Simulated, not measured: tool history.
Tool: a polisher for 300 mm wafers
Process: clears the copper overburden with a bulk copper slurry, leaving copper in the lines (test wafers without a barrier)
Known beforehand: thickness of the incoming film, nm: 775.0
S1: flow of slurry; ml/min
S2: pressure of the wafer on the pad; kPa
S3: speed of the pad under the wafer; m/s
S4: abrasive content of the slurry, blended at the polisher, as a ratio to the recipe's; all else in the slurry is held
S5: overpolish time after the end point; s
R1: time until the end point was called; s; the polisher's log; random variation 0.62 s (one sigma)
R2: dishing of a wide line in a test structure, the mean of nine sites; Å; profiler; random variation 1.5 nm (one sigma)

run,hour,S1,S2,S3,S4,S5,R1,R2
1,0,220,17.2,1.14,1,18,67.457,831.92
2,5.4,220,17.9,1.14,1,18,64.86,858.53
3,7.8,220,18.6,1.14,1,18,64.111,911.37
4,9.2,220,18.6,0.98,1,18,70.924,837.65
5,11.7,220,18.6,0.98,1,22,71.006,891.76
6,14.6,220,20,1,1,20,66.573,928.33
7,18.5,220,20.7,1.02,1,18,62.892,889.5
8,27.3,220,21.4,1.02,1,18,61.372,912.99
9,36.4,220,22.1,1.02,1,18,57.907,928.69
10,41.1,220,22.1,1.02,1,18,58.961,928.41

Run 11 is up next; what results do you expect?
11,49.6,220,22.8,1.02,1,18,?,?

Logged for run 11: R1 55.44 s, R2 939.59 Å.

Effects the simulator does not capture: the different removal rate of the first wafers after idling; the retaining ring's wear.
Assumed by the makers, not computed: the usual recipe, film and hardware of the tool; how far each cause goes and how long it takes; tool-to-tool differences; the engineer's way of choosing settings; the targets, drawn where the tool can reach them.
